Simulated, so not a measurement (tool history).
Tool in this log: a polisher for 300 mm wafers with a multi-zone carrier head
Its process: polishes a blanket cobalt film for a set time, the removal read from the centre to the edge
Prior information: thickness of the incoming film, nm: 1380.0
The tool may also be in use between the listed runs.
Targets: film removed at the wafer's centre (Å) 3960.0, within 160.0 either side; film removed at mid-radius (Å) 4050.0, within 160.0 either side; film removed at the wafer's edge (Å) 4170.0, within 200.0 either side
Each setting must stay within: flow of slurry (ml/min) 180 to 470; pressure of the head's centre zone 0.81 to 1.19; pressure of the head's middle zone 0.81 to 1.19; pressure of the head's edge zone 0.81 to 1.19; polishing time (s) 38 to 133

| run | hour | flow of slurry (ml/min) | pressure of the head's centre zone | pressure of the head's middle zone | pressure of the head's edge zone | polishing time (s) | film removed at the wafer's centre (Å) | film removed at mid-radius (Å) | film removed at the wafer's edge (Å) |
|---|---|---|---|---|---|---|---|---|---|
| 1 | 0.0 | 300 | 1.00 | 1.00 | 1.00 | 85 | 5222.1 | 5178.5 | 5066.5 |
| 2 | 6.5 | 300 | 0.99 | 0.99 | 0.99 | 83 | 4971.6 | 5107.3 | 5168.7 |
| 3 | 8.9 | 345 | 0.99 | 0.99 | 0.99 | 83 | 5037.7 | 5219.9 | 5051.3 |
| 4 | 13.5 | 345 | 0.99 | 0.98 | 0.99 | 81 | 4836.4 | 4884.8 | 4976.4 |
|  | 19.8 | edge zone pressure recalibrated |
| 5 | 19.8 | 345 | 0.99 | 0.98 | 0.99 | 79 | 4905.0 | 4882.3 | 5023.2 |
| 6 | 22.2 | 345 | 0.99 | 0.91 | 0.99 | 79 | 4828.1 | 4664.2 | 4972.8 |
| 7 | 27.6 | 345 | 0.99 | 0.91 | 0.98 | 77 | 4758.0 | 4568.4 | 4744.0 |
| 8 | 35.6 | 345 | 0.98 | 0.90 | 0.97 | 76 | 4682.7 | 4476.2 | 4698.6 |

Pick the move, out of 5, that brings all results within their allowed miss; only one does.
| A | 43.6 | 320 | 0.91 | 0.89 | 1.09 | 71 | ? | ? | ? |
| B | 43.6 | 340 | 0.81 | 1.15 | 0.89 | 74 | ? | ? | ? |
| C | 43.6 | 310 | 0.91 | 0.91 | 0.87 | 70 | ? | ? | ? |
| D | 43.6 | 390 | 0.86 | 0.96 | 1.00 | 73 | ? | ? | ? |
| E | 43.6 | 360 | 0.92 | 0.92 | 1.01 | 79 | ? | ? | ? |

| move | film removed at the wafer's centre (Å) | film removed at mid-radius (Å) | film removed at the wafer's edge (Å) |
|---|---|---|---|
| A | 3944.1 | 4087.2 | 4563.5 |
| B | 3684.7 | 5232.6 | 4432.8 |
| C | 3875.3 | 4085.9 | 4145.8 |
| D | 3906.7 | 4531.5 | 4603.5 |
| E | 4491.5 | 4714.4 | 4976.8 |
A: brings the last run's worst result on target, with another outside its allowed miss
B: carries the result that was furthest off beyond its target, to the other side
C: all results land within tolerance of their targets
D: brings the last run's worst result on target, with another outside its allowed miss
E: an improvement on the last run, though not all results are within tolerance
Go with C: it meets all targets.
